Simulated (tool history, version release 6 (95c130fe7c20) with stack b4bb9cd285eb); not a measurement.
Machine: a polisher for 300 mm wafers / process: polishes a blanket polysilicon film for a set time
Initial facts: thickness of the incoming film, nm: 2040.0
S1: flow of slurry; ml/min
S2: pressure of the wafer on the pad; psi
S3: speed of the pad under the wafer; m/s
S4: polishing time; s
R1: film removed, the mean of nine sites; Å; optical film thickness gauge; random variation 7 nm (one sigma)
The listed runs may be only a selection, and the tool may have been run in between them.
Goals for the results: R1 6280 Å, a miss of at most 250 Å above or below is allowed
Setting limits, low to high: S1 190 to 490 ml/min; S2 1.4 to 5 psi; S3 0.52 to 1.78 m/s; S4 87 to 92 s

run  hour   S1   S2    S3  S4      R1
  1     0  315  3.2  1.14  87  8551.9
  2   2.2  315  3.2  1.14  92  9060.6
  3     4  315  3.2  1.14  92  9267.3
  4   9.3  345  3.2  1.14  92  9278.9
  5  15.3  345  3.5  1.14  92  9817.7
  6  17.1  345  3.2  1.12  92  9219.8
  7  19.6  340  2.9  1.12  92  8428.4
  8  21.3  340    2   1.1  92  6730.8
  9    26  340  1.9   1.1  92  6664.4

Of the 5 settings listed for the next run, only one would bring every result within its allowed miss of target. Which one?
  A  30.7  335  1.4   1.1  92   ?
  B  30.7  315  1.9  1.18  92   ?
  C  30.7  310  1.5  1.26  87   ?
  D  30.7  310  2.3  1.06  92   ?
  E  30.7  285  1.8  1.22  92   ?

move      R1
   A  5717.6
   B  7003.3
   C  6298.5
   D  6966.8
   E  6953.4
A: the result that was furthest off in the last run now lies on the other side of its target
B: further off than the last run
C: every result lands within tolerance
D: further off than the last run
E: further off than the last run
Go with C: it meets all targets.
